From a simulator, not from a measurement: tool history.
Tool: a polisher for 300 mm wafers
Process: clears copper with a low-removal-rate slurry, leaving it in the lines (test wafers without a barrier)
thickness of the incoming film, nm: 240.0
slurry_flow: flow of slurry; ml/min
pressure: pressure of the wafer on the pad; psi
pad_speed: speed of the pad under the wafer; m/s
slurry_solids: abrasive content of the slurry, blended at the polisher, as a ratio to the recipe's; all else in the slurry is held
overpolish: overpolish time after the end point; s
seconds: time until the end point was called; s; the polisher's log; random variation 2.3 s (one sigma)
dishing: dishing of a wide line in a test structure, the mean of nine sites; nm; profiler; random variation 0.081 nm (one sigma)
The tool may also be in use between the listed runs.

Run 1, hour 0: slurry_flow 190 ml/min, pressure 2.9 psi, pad_speed 0.96 m/s, slurry_solids 1, overpolish 19 s. Result: seconds 88.313 s, dishing 31.602 nm.
Run 2, hour 8.7: slurry_flow 190 ml/min, pressure 3.5 psi, pad_speed 0.96 m/s, slurry_solids 1, overpolish 19 s. Result: seconds 74.471 s, dishing 37.27 nm.
Run 3, hour 12.6: slurry_flow 190 ml/min, pressure 3.5 psi, pad_speed 1.04 m/s, slurry_solids 1, overpolish 19 s. Result: seconds 65.725 s, dishing 40.952 nm.
Run 4, hour 13.6: slurry_flow 190 ml/min, pressure 3.1 psi, pad_speed 1.04 m/s, slurry_solids 1, overpolish 19 s. Result: seconds 75.51 s, dishing 35.472 nm.
Run 5, hour 22.1: slurry_flow 190 ml/min, pressure 3.1 psi, pad_speed 0.92 m/s, slurry_solids 1, overpolish 19 s. Result: seconds 87.654 s, dishing 32.647 nm.
Run 6, hour 25.9: slurry_flow 175 ml/min, pressure 2.8 psi, pad_speed 0.92 m/s, slurry_solids 0.9, overpolish 17 s. Result: seconds 98.641 s, dishing 26.093 nm.
Run 7, hour 34.7: slurry_flow 125 ml/min, pressure 2 psi, pad_speed 0.84 m/s, slurry_solids 0.65, overpolish 8 s. Result: seconds 175.42 s, dishing 7.4928 nm.
At hour 35.4: head pressure recalibrated.
Run 8, hour 35.4: slurry_flow 125 ml/min, pressure 2 psi, pad_speed 0.88 m/s, slurry_solids 0.6, overpolish 8 s. Result: seconds 148.43 s, dishing 8.4656 nm.
Run 9, hour 39.2: slurry_flow 125 ml/min, pressure 1.9 psi, pad_speed 0.9 m/s, slurry_solids 0.6, overpolish 8 s. Result: seconds 159.06 s, dishing 8.3165 nm.
Run 10, hour 46.2: slurry_flow 125 ml/min, pressure 2 psi, pad_speed 0.88 m/s, slurry_solids 0.6, overpolish 8 s. Result: seconds 154.78 s, dishing 8.3 nm.
Run 11, hour 51.2: slurry_flow 120 ml/min, pressure 1.9 psi, pad_speed 0.9 m/s, slurry_solids 0.55, overpolish 7 s. Result: seconds 157.68 s, dishing 7.1023 nm.

Forecast run 12:
Run 12, hour 59.8: slurry_flow 115 ml/min, pressure 1.9 psi, pad_speed 0.92 m/s, slurry_solids 0.5, overpolish 6 s. Result: seconds ?, dishing ?.

seconds: 164.38 s
dishing: 6.043 nm
